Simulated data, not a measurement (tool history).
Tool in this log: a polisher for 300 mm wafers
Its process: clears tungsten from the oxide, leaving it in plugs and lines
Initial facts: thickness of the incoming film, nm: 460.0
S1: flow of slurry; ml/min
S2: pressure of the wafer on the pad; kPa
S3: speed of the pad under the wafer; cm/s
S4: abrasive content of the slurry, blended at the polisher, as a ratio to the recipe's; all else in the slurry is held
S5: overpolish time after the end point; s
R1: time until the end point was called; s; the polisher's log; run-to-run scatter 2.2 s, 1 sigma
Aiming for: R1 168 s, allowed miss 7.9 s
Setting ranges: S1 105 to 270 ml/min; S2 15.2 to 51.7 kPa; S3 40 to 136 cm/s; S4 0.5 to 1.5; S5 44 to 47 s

Run 1, hour 0: S1 175 ml/min, S2 33.1 kPa, S3 88 cm/s, S4 1, S5 44 s. Result: R1 99.426 s.
Run 2, hour 8.3: S1 175 ml/min, S2 33.1 kPa, S3 88 cm/s, S4 1, S5 47 s. Result: R1 100.45 s.
Run 3, hour 13.1: S1 135 ml/min, S2 33.1 kPa, S3 88 cm/s, S4 1, S5 47 s. Result: R1 105.63 s.
Run 4, hour 18.8: S1 135 ml/min, S2 33.1 kPa, S3 102 cm/s, S4 1, S5 47 s. Result: R1 91.429 s.
Run 5, hour 20.9: S1 135 ml/min, S2 29 kPa, S3 100 cm/s, S4 1, S5 47 s. Result: R1 105.87 s.
Run 6, hour 27: S1 135 ml/min, S2 25.5 kPa, S3 100 cm/s, S4 1, S5 47 s. Result: R1 117.12 s.
Run 7, hour 31.6: S1 135 ml/min, S2 15.9 kPa, S3 94 cm/s, S4 1, S5 47 s. Result: R1 195.88 s.
Run 8, hour 39.2: S1 140 ml/min, S2 20 kPa, S3 94 cm/s, S4 1, S5 47 s. Result: R1 155.26 s.

Consider the 4 candidate settings below. Which is the only one whose results all fall within their allowed miss of target?
Run A, hour 46.8: S1 155 ml/min, S2 16.5 kPa, S3 118 cm/s, S4 0.85, S5 47 s. Result: R1 ?.
Run B, hour 46.8: S1 130 ml/min, S2 20 kPa, S3 102 cm/s, S4 0.95, S5 47 s. Result: R1 ?.
Run C, hour 46.8: S1 125 ml/min, S2 15.9 kPa, S3 112 cm/s, S4 1.15, S5 47 s. Result: R1 ?.
Run D, hour 46.8: S1 155 ml/min, S2 25.5 kPa, S3 74 cm/s, S4 0.8, S5 44 s. Result: R1 ?.

move      R1
   A  149.22
   B  145.44
   C  153.99
   D  163.36
A: moves away from the targets compared with the last run
B: moves away from the targets compared with the last run
C: moves away from the targets compared with the last run
D: every result lands within tolerance
So the answer is move D, the one that meets all the targets.
